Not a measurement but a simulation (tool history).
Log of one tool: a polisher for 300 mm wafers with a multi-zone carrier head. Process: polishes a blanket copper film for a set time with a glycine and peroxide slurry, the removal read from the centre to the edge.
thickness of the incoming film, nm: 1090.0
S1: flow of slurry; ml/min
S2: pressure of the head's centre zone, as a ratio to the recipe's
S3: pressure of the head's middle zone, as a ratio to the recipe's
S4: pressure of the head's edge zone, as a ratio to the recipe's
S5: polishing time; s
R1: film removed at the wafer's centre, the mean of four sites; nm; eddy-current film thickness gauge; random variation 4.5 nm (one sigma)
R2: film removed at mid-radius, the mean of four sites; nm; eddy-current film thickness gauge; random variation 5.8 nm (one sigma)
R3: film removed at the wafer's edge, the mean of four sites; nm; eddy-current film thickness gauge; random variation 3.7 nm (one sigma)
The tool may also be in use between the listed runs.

run    day   S1    S2    S3    S4   S5      R1      R2      R3
  1  0.000  320  1.00  1.00  1.00   76  391.77  397.54  377.54
  2  0.171  330  1.02  1.05  1.04   82  437.77  451.11  415.50
  3  0.271  370  1.02  1.05  1.04   82  439.23  450.09  421.83
  4  0.592  370  1.02  0.97  1.04   82  445.00  422.66  422.74
  5  0.654  370  1.02  0.97  1.04   96  514.82  496.87  495.59
  6  1.017  370  1.02  0.97  1.04  108  577.25  546.10  557.16
  7  1.379  355  1.01  1.01  1.01  108  577.17  580.46  548.52

The next listed run, before its measurement:
  8  1.642  340  0.94  1.04  0.92  105   ?   ?   ?

{"run 8": {"R1": 508.08, "R2": 575.6, "R3": 512.87}}
